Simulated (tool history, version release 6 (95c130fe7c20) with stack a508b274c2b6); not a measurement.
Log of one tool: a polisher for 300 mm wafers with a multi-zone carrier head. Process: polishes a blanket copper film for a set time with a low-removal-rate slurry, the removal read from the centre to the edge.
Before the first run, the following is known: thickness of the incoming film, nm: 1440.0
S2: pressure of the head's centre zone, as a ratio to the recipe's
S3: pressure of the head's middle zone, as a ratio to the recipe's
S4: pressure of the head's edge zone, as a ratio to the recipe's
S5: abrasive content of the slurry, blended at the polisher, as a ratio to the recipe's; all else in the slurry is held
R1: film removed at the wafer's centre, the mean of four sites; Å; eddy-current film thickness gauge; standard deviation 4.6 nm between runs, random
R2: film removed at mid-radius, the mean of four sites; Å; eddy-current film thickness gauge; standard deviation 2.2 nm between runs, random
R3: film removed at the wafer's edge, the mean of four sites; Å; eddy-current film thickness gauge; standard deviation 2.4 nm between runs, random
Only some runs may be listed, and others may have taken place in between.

{"run": 1, "day": 0.0, "flow of slurry (ml/min)": 250, "S2": 1, "S3": 1, "S4": 1, "S5": 1, "polishing time (s)": 75, "R1": 2341.4, "R2": 2367, "R3": 2389.1}
{"run": 2, "day": 0.246, "flow of slurry (ml/min)": 255, "S2": 1.01, "S3": 1.01, "S4": 1.02, "S5": 1.05, "polishing time (s)": 76, "R1": 2353.7, "R2": 2433.2, "R3": 2471.8}
{"run": 3, "day": 0.546, "flow of slurry (ml/min)": 260, "S2": 1.03, "S3": 1.01, "S4": 1.02, "S5": 1.1, "polishing time (s)": 77, "R1": 2509.2, "R2": 2525, "R3": 2581.8}
{"run": 4, "day": 0.583, "flow of slurry (ml/min)": 265, "S2": 1.05, "S3": 1.02, "S4": 1.03, "S5": 1.15, "polishing time (s)": 77, "R1": 2594.3, "R2": 2566, "R3": 2559.2}
{"run": 5, "day": 0.842, "flow of slurry (ml/min)": 270, "S2": 1.05, "S3": 1.02, "S4": 1.04, "S5": 1.2, "polishing time (s)": 78, "R1": 2730.6, "R2": 2653.4, "R3": 2645.2}
{"run": 6, "day": 1.121, "flow of slurry (ml/min)": 270, "S2": 1.05, "S3": 0.97, "S4": 1.04, "S5": 1.2, "polishing time (s)": 78, "R1": 2616.4, "R2": 2523.2, "R3": 2659.1}
{"run": 7, "day": 1.254, "flow of slurry (ml/min)": 275, "S2": 1.05, "S3": 0.98, "S4": 1.05, "S5": 1.25, "polishing time (s)": 79, "R1": 2661.8, "R2": 2594, "R3": 2766.9}
{"run": 8, "day": 1.438, "flow of slurry (ml/min)": 280, "S2": 1.06, "S3": 0.99, "S4": 1.06, "S5": 1.3, "polishing time (s)": 79, "R1": 2728.3, "R2": 2641, "R3": 2781.9}
{"run": 9, "day": 1.667, "flow of slurry (ml/min)": 285, "S2": 1.07, "S3": 1, "S4": 1.07, "S5": 1.3, "polishing time (s)": 80, "R1": 2801.5, "R2": 2726.3, "R3": 2847.9}
{"run": 10, "day": 1.996, "flow of slurry (ml/min)": 290, "S2": 1.08, "S3": 1.01, "S4": 1.08, "S5": 1.3, "polishing time (s)": 80, "R1": 2811, "R2": 2770.2, "R3": 2871.7}
{"run": 11, "day": 2.321, "flow of slurry (ml/min)": 295, "S2": 1.09, "S3": 1.01, "S4": 1.09, "S5": 1.3, "polishing time (s)": 80, "R1": 2893.4, "R2": 2737.1, "R3": 2863.3}
{"run": 12, "day": 2.638, "flow of slurry (ml/min)": 300, "S2": 1.09, "S3": 1.02, "S4": 1.1, "S5": 1.3, "polishing time (s)": 80, "R1": 2882.3, "R2": 2760.8, "R3": 2869.6}
{"run": 13, "day": 2.871, "flow of slurry (ml/min)": 300, "S2": 1.09, "S3": 1.02, "S4": 1.11, "S5": 1.3, "polishing time (s)": 80, "R1": 2875.5, "R2": 2797.9, "R3": 2912.7}
{"run": 14, "day": 3.179, "flow of slurry (ml/min)": 300, "S2": 1.1, "S3": 1.02, "S4": 1.12, "S5": 1.3, "polishing time (s)": 80, "R1": 2938.5, "R2": 2765.4, "R3": 2896.2}
{"run": 15, "day": 3.458, "flow of slurry (ml/min)": 305, "S2": 1.1, "S3": 1.02, "S4": 1.13, "S5": 1.3, "polishing time (s)": 80, "R1": 2950.7, "R2": 2758.9, "R3": 2945.5}
{"run": 16, "day": 3.583, "flow of slurry (ml/min)": 310, "S2": 1.1, "S3": 1.03, "S4": 1.14, "S5": 1.3, "polishing time (s)": 80, "R1": 2941.3, "R2": 2826.3, "R3": 2906.4}

The next listed run, before its measurement:
{"run": 17, "day": 3.621, "flow of slurry (ml/min)": 310, "S2": 1.11, "S3": 1.04, "S4": 1.15, "S5": 1.4, "polishing time (s)": 82, "R1": "?", "R2": "?", "R3": "?"}

Run 17 produced R1 3114.9 Å, R2 2941 Å, R3 3089.7 Å.
